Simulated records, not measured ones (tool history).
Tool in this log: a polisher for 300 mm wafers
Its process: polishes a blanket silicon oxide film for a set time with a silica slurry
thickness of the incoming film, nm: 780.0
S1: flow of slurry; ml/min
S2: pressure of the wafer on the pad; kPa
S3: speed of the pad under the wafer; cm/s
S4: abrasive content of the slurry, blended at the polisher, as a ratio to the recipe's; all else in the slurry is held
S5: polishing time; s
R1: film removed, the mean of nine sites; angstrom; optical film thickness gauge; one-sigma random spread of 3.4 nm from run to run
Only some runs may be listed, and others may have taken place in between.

run 1 hour=0.0 | S1=155 S2=34.5 S3=112 S4=1.0 S5=91 | R1=3666.3
run 2 hour=3.7 | S1=150 S2=33.1 S3=112 S4=1.0 S5=91 | R1=3624.1
run 3 hour=8.8 | S1=150 S2=37.9 S3=112 S4=1.0 S5=91 | R1=3993.2
run 4 hour=12.7 | S1=150 S2=37.9 S3=112 S4=1.0 S5=91 | R1=3969.1
run 5 hour=15.5 | S1=150 S2=37.9 S3=122 S4=1.0 S5=91 | R1=4285.3
run 6 hour=16.2 | S1=150 S2=37.9 S3=142 S4=1.0 S5=91 | R1=4823.4
run 7 hour=17.0 | S1=150 S2=33.1 S3=140 S4=1.0 S5=91 | R1=4278.1
run 8 hour=18.3 | S1=150 S2=29.6 S3=140 S4=1.0 S5=91 | R1=4055.5
run 9 hour=25.4 | S1=150 S2=26.2 S3=138 S4=1.0 S5=91 | R1=3650.6
run 10 hour=30.6 | S1=150 S2=24.1 S3=138 S4=1.0 S5=91 | R1=3455.5
run 11 hour=36.7 | S1=150 S2=22.8 S3=138 S4=1.0 S5=91 | R1=3416.0

Predict the results of run 12:
run 12 hour=40.3 | S1=150 S2=22.8 S3=138 S4=1.0 S5=91 | R1=?

R1: 3303.4 angstrom

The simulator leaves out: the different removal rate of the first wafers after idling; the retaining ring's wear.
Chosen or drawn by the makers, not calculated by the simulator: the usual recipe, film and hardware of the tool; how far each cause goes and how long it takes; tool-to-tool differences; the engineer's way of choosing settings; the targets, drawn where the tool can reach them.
